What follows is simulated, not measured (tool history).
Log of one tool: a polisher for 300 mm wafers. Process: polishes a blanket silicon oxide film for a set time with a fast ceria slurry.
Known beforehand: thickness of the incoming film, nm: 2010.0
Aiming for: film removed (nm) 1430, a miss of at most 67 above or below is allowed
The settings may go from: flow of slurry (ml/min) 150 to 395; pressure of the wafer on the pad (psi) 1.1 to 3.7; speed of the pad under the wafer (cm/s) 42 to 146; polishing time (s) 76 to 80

run,hour,flow of slurry (ml/min),pressure of the wafer on the pad (psi),speed of the pad under the wafer (cm/s),polishing time (s),film removed (nm)
1,0,250,2.4,94,76,984.66
2,4.4,250,2.6,94,76,1046.8
3,10.2,250,2.8,94,76,1122.4
4,18.3,285,2.8,94,76,1101.1
# hour 21.2: slurry nozzle cleaned
5,21.2,285,3,94,76,1227.3
6,29,285,3.1,94,76,1296.6
7,34.2,285,3.2,94,76,1299.8
8,37.2,285,3.3,94,76,1352.6

Exercise: of the 4 proposed moves below, exactly one satisfies all targets within the stated allowed misses. Which move is it?
A,40.2,285,3.3,82,76,?
B,40.2,260,2.9,92,78,?
C,40.2,285,3.1,104,76,?
D,40.2,350,3.1,86,80,?

move,film removed (nm)
A,1227.2
B,1236.3
C,1426.7
D,1298.4
A: moves away from the targets compared with the last run
B: moves away from the targets compared with the last run
C: meets every target
D: moves away from the targets compared with the last run
C meets every target.
